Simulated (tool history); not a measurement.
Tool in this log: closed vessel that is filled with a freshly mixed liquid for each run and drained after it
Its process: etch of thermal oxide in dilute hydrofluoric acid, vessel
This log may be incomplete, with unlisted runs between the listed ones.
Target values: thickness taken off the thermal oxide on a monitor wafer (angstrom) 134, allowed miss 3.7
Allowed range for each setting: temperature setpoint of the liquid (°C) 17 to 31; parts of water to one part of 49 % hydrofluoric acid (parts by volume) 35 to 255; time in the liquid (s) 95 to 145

run	hour	temperature setpoint of the liquid (°C)	parts of water to one part of 49 % hydrofluoric acid (parts by volume)	time in the liquid (s)	thickness taken off the thermal oxide on a monitor wafer (angstrom)
1	0	23	145	145	43.175
2	1.2	24.5	125	145	53.93
3	4.6	25.5	110	145	65.422
4	8.2	26.5	100	145	75.509
5	12.4	27.5	95	145	83.904
6	14	29.5	95	145	90.474
7	22.1	30	90	145	96.79
8	22.7	30	85	145	102.72
9	30.2	30	80	145	109.78
10	36.1	30	75	145	118.95

Which one of the following 4 next-run settings gets every result inside its allowed miss? There is exactly one.
A	42	31	75	145	?
B	42	29	70	140	?
C	42	31	85	145	?
D	42	31	70	145	?

move	thickness taken off the thermal oxide on a monitor wafer (angstrom)
A	123.81
B	119.49
C	107.62
D	133.66
A: gains on the last run, yet a result remains outside its allowed miss
B: about as far from the targets as the last run
C: further off than the last run
D: every result lands within tolerance
The right move is D.
